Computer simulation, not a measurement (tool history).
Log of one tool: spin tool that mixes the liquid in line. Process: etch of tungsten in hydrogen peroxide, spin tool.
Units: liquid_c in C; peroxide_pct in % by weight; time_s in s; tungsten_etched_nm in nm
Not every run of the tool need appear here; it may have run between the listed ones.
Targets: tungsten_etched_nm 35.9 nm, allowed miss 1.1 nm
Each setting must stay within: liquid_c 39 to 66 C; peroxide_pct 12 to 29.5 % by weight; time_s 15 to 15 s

run	hour	liquid_c	peroxide_pct	time_s	tungsten_etched_nm
1	0	55	20	15	23.199
2	2.1	55	16.5	15	21.148
3	2.9	55	16.5	15	21.089
4	11.3	57.5	16.5	15	24.506
5	15.2	59.5	16.5	15	27.413
6	20.6	59.5	16.5	15	27.379
7	27.3	61	16.5	15	29.992
8	30	62	16.5	15	31.614
9	35.5	62.5	16.5	15	32.434
10	39.2	63	16.5	15	33.609
11	41.7	63.5	16.5	15	34.462

Next run, 4 choices. One meets every target within its allowed miss, the rest don't. Which?
A	44.2	63	18.5	15	?
B	44.2	61.5	19	15	?
C	44.2	62.5	17.5	15	?
D	44.2	63	16	15	?

move	tungsten_etched_nm
A	35.456
B	33
C	33.523
D	32.973
A: all results in spec
B: the biggest miss grows against the last run
C: the biggest miss grows against the last run
D: the biggest miss grows against the last run
The move that meets every target is A.
